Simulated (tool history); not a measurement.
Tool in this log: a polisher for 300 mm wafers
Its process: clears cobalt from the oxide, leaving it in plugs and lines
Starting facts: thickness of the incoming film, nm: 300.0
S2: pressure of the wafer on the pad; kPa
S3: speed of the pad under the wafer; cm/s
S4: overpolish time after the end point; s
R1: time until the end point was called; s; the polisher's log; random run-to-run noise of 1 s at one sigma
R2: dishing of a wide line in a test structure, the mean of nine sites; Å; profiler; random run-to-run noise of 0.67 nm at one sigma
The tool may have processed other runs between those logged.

run 1 hour=0.0 | flow_of_slurry_(ml/min)=185 S2=13.1 S3=110 S4=11 | R1=48.861 R2=331.24
run 2 hour=2.7 | flow_of_slurry_(ml/min)=185 S2=11.0 S3=110 S4=11 | R1=60.663 R2=301.47
run 3 hour=9.2 | flow_of_slurry_(ml/min)=185 S2=11.0 S3=88 S4=11 | R1=69.625 R2=262.45
run 4 hour=12.2 | flow_of_slurry_(ml/min)=185 S2=11.0 S3=88 S4=6 | R1=69.026 R2=183.48
run 5 hour=18.0 | flow_of_slurry_(ml/min)=185 S2=10.3 S3=90 S4=8 | R1=72.553 R2=220.50
run 6 hour=20.4 | flow_of_slurry_(ml/min)=185 S2=10.3 S3=92 S4=9 | R1=73.075 R2=232.14

Predict the results of run 7:
run 7 hour=24.8 | flow_of_slurry_(ml/min)=185 S2=10.3 S3=92 S4=10 | R1=? R2=?

{"run 7": {"R1": 73.708, "R2": 262.0}}

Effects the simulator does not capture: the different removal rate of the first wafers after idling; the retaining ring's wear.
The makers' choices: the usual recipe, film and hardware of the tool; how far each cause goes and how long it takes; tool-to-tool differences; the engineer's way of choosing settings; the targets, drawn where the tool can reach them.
